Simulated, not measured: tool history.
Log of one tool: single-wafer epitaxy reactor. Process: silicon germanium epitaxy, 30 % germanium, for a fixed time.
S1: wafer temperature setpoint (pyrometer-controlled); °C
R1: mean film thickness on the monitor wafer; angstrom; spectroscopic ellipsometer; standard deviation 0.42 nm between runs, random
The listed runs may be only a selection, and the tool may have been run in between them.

Run 1, hour 0: S1 620 °C, chamber pressure (mTorr) 24000. Result: R1 998.42 angstrom.
Run 2, hour 7.5: S1 620 °C, chamber pressure (mTorr) 27200. Result: R1 1063.6 angstrom.
Run 3, hour 10.4: S1 626 °C, chamber pressure (mTorr) 27200. Result: R1 1198.3 angstrom.
Run 4, hour 14.5: S1 621 °C, chamber pressure (mTorr) 27100. Result: R1 1081.4 angstrom.
Run 5, hour 21.8: S1 618 °C, chamber pressure (mTorr) 27000. Result: R1 1014.5 angstrom.
Run 6, hour 30.5: S1 618 °C, chamber pressure (mTorr) 25200. Result: R1 985.71 angstrom.
Run 7, hour 35.9: S1 616 °C, chamber pressure (mTorr) 25200. Result: R1 949.11 angstrom.
Run 8, hour 44.8: S1 615 °C, chamber pressure (mTorr) 25200. Result: R1 927.29 angstrom.
Run 9, hour 53.4: S1 614 °C, chamber pressure (mTorr) 25200. Result: R1 913.01 angstrom.

The next listed run, before its measurement:
Run 10, hour 57.9: S1 613 °C, chamber pressure (mTorr) 25200. Result: R1 ?.

R1: 887.81 angstrom
